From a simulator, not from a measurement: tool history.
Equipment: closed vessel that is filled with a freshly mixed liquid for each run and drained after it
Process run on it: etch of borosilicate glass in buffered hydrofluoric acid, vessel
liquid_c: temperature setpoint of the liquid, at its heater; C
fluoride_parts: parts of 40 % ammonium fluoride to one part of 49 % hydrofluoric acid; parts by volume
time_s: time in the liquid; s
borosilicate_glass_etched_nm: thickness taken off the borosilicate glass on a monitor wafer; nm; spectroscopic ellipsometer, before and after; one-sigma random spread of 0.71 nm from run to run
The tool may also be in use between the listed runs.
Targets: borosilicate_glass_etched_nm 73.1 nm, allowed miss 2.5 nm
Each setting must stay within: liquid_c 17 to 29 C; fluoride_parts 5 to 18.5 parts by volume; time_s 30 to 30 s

run,hour,liquid_c,fluoride_parts,time_s,borosilicate_glass_etched_nm
1,0,21,11.5,30,29.913
2,1,23,10,30,38.619
3,5,23,12.5,30,30.743
4,8.3,21.5,12.5,30,28.596
5,11.8,19.5,12.5,30,25.44
6,18.4,22,11,30,32.483
7,24.3,26,7.5,30,59.056
8,28.6,26,7.5,30,58.449
9,36.4,26.5,7.5,30,60.264
10,37.9,27,7.5,30,61.825
11,45.8,27.5,7.5,30,64.922
12,46.8,28,7.5,30,66.257

Consider the 5 candidate settings below. Which is the only one whose results all fall within their allowed miss of target?
A,47.8,26.5,7.5,30,?
B,47.8,27.5,6.5,30,?
C,47.8,28,8,30,?
D,47.8,24,7.5,30,?
E,47.8,27,7,30,?

move,borosilicate_glass_etched_nm
A,60.206
B,73.128
C,60.653
D,52.75
E,66.682
A: its largest miss is bigger than the last run's
B: meets every target
C: its largest miss is bigger than the last run's
D: its largest miss is bigger than the last run's
E: closes in on the targets versus the last run, not all within tolerance yet
B is the move that brings every result within its allowed miss.

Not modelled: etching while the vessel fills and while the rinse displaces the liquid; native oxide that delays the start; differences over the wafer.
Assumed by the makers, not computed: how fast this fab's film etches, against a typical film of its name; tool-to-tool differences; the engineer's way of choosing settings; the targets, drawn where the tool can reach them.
